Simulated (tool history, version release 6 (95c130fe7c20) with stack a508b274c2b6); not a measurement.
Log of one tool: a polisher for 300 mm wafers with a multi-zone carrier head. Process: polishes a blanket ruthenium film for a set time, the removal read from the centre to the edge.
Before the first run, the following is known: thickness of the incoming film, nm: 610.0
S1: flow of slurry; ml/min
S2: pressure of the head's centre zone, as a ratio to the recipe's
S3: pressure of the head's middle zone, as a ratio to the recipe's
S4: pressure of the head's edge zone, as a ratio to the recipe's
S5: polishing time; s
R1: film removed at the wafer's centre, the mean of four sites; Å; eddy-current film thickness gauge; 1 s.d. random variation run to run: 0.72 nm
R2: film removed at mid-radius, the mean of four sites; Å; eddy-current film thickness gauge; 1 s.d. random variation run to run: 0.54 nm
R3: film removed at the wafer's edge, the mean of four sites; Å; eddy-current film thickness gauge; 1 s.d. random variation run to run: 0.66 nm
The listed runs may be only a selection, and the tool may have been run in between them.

{"run": 1, "day": 0.0, "S1": 160, "S2": 1.0, "S3": 1.0, "S4": 1.0, "S5": 68, "R1": 764.87, "R2": 754.07, "R3": 761.89}
{"run": 2, "day": 0.229, "S1": 160, "S2": 1.0, "S3": 1.0, "S4": 1.03, "S5": 68, "R1": 752.04, "R2": 751.98, "R3": 777.19}
{"run": 3, "day": 0.529, "S1": 185, "S2": 1.0, "S3": 1.0, "S4": 1.03, "S5": 68, "R1": 766.2, "R2": 768.51, "R3": 775.7}
{"run": 4, "day": 0.817, "S1": 145, "S2": 1.0, "S3": 1.0, "S4": 1.03, "S5": 68, "R1": 734.7, "R2": 752.38, "R3": 758.8}
{"run": 5, "day": 0.988, "S1": 145, "S2": 1.0, "S3": 1.0, "S4": 1.09, "S5": 68, "R1": 738.62, "R2": 747.94, "R3": 759.14}
{"run": 6, "day": 1.025, "S1": 145, "S2": 1.02, "S3": 1.0, "S4": 1.09, "S5": 64, "R1": 723.33, "R2": 705.83, "R3": 717.34}
{"run": 7, "day": 1.121, "S1": 145, "S2": 1.03, "S3": 1.0, "S4": 1.09, "S5": 60, "R1": 682.16, "R2": 669.41, "R3": 691.36}

For run 8, what comes out?
{"run": 8, "day": 1.321, "S1": 145, "S2": 1.06, "S3": 1.01, "S4": 1.08, "S5": 56, "R1": "?", "R2": "?", "R3": "?"}

{"run 8": {"R1": 651.88, "R2": 609.37, "R3": 619.93}}
